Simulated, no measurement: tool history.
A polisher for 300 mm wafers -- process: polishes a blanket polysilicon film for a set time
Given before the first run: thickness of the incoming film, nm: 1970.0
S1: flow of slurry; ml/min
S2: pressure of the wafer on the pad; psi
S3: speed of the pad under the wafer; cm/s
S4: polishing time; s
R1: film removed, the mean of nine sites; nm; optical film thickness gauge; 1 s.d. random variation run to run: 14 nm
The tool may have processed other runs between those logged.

{"run": 1, "day": 0.0, "S1": 175, "S2": 2.2, "S3": 84, "S4": 111, "R1": 665.67}
{"run": 2, "day": 0.362, "S1": 175, "S2": 2.2, "S3": 92, "S4": 111, "R1": 684.52}
{"run": 3, "day": 0.558, "S1": 175, "S2": 2.2, "S3": 92, "S4": 117, "R1": 742.83}
{"run": 4, "day": 0.904, "S1": 155, "S2": 2.2, "S3": 92, "S4": 117, "R1": 722.49}
{"run": 5, "day": 1.121, "S1": 155, "S2": 2.7, "S3": 92, "S4": 117, "R1": 893.27}
{"run": 6, "day": 1.358, "S1": 165, "S2": 2.8, "S3": 92, "S4": 117, "R1": 932.63}

Run 7, settings as shown, results not yet in. Your forecast:
{"run": 7, "day": 1.617, "S1": 170, "S2": 2.9, "S3": 92, "S4": 117, "R1": "?"}

R1: 966.86 nm

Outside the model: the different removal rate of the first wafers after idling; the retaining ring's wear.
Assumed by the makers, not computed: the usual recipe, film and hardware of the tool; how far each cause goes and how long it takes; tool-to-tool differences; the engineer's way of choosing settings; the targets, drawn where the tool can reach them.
